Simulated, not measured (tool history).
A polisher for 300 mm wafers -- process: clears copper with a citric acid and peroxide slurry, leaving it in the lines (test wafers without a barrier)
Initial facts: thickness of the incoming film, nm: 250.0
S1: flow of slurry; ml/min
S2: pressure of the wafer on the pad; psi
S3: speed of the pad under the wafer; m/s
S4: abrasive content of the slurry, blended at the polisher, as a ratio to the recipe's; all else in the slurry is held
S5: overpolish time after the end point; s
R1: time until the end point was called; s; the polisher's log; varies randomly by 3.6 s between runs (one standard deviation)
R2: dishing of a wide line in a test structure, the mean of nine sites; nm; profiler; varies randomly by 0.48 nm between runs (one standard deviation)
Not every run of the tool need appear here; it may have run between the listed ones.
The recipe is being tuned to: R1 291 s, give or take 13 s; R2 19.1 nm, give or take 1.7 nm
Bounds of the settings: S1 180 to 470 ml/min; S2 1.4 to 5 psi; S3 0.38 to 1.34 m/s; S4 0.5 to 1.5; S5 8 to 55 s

run 1 hour=0 | S1=300 S2=3.2 S3=0.86 S4=1 S5=28 | R1=137.06 R2=30.623
run 2 hour=2 | S1=300 S2=2.9 S3=0.84 S4=1 S5=29 | R1=154.23 R2=28.698
run 3 hour=3.4 | S1=300 S2=2.9 S3=0.84 S4=1.1 S5=29 | R1=152.42 R2=30.362
run 4 hour=12.3 | S1=250 S2=2.9 S3=0.84 S4=1.1 S5=29 | R1=154.02 R2=29.663
run 5 hour=19.3 | S1=250 S2=2.7 S3=0.82 S4=1.1 S5=29 | R1=165.87 R2=28.854
run 6 hour=25.2 | S1=250 S2=2.5 S3=0.8 S4=1.1 S5=29 | R1=177.11 R2=25.669
run 7 hour=29.6 | S1=250 S2=2.4 S3=0.76 S4=1.1 S5=30 | R1=195.06 R2=24.851
run 8 hour=37.5 | S1=250 S2=2.3 S3=0.74 S4=1.1 S5=30 | R1=207.34 R2=23.042
run 9 hour=46.4 | S1=250 S2=2.2 S3=0.72 S4=1.1 S5=31 | R1=221.83 R2=22.297
run 10 hour=55.2 | S1=250 S2=2.1 S3=0.72 S4=1.1 S5=31 | R1=223.34 R2=21.636
run 11 hour=56.1 | S1=250 S2=2 S3=0.72 S4=1.1 S5=32 | R1=233.77 R2=21.669
run 12 hour=62.4 | S1=250 S2=1.9 S3=0.72 S4=1.1 S5=32 | R1=240.59 R2=22.103
run 13 hour=63.5 | S1=250 S2=1.8 S3=0.72 S4=1.1 S5=32 | R1=255.87 R2=19.748
run 14 hour=70 | S1=250 S2=1.6 S3=0.72 S4=1.1 S5=34 | R1=269.25 R2=19.348
run 15 hour=73.9 | S1=250 S2=1.6 S3=0.72 S4=1.1 S5=34 | R1=276.03 R2=19.588

Below are 4 possible settings for the next run. Only one of them brings all results inside the allowed miss of their targets. Which is it?
run A hour=77.8 | S1=245 S2=1.4 S3=0.68 S4=1.15 S5=38 | R1=? R2=?
run B hour=77.8 | S1=250 S2=1.8 S3=0.68 S4=1.15 S5=31 | R1=? R2=?
run C hour=77.8 | S1=265 S2=2.4 S3=0.5 S4=1.05 S5=28 | R1=? R2=?
run D hour=77.8 | S1=220 S2=1.4 S3=0.74 S4=1.05 S5=36 | R1=? R2=?

move=A R1=309.61 R2=19.113
move=B R1=261.4 R2=18.629
move=C R1=287.74 R2=15.589
move=D R1=294.31 R2=19.047
A: takes the biggest miss from the last run beyond its target
B: moves away from the targets compared with the last run
C: brings the result that was furthest off to its target, and leaves another outside
D: each result inside its tolerance
Answer: D

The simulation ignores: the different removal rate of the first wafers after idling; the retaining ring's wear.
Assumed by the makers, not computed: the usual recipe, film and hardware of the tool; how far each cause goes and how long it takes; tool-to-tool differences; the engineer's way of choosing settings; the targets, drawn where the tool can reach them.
